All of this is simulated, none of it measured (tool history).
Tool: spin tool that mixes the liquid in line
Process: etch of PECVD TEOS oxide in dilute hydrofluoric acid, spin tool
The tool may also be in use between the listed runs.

run,hour,temperature setpoint of the liquid (°C),parts of water to one part of 49 % hydrofluoric acid (parts by volume),time under the liquid (s),thickness taken off the PECVD TEOS oxide on a monitor wafer (nm)
1,0,23,255,305,14.711
2,1.2,23,350,305,9.7738
3,10.1,23,350,305,9.7979
4,16.6,22.5,350,305,9.6018
5,17.7,22.5,390,305,8.3341
6,24.4,22.5,425,305,7.4272
7,29.8,23.5,425,305,7.6714
8,35.7,24,425,305,7.7686

The next listed run, before its measurement:
9,42.1,24.5,425,305,?

Run 9 gave thickness taken off the PECVD TEOS oxide on a monitor wafer (nm) 7.8961.
